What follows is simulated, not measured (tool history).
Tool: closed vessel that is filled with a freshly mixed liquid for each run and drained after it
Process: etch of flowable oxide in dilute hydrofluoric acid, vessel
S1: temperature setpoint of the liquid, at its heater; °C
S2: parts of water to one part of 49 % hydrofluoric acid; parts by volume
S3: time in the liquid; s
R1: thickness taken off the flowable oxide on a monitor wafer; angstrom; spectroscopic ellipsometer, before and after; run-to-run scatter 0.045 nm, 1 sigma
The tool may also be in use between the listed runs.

| run | hour | S1 | S2 | S3 | R1 |
|---|---|---|---|---|---|
| 1 | 0.0 | 21.0 | 275 | 100 | 233.42 |
| 2 | 7.5 | 19.5 | 275 | 100 | 220.10 |
| 3 | 15.1 | 19.0 | 290 | 100 | 201.84 |
| 4 | 21.2 | 19.0 | 365 | 100 | 151.27 |
| 5 | 28.3 | 18.5 | 370 | 100 | 146.59 |
| 6 | 36.3 | 18.5 | 435 | 100 | 119.16 |
| 7 | 37.8 | 19.0 | 435 | 100 | 120.70 |
| 8 | 43.7 | 19.0 | 435 | 100 | 120.19 |
| 9 | 48.4 | 19.5 | 435 | 100 | 123.17 |

Run 10, settings as shown, results not yet in. Your forecast:
| 10 | 53.7 | 20.0 | 435 | 100 | ? |

Run 10 produced R1 124.36 angstrom.
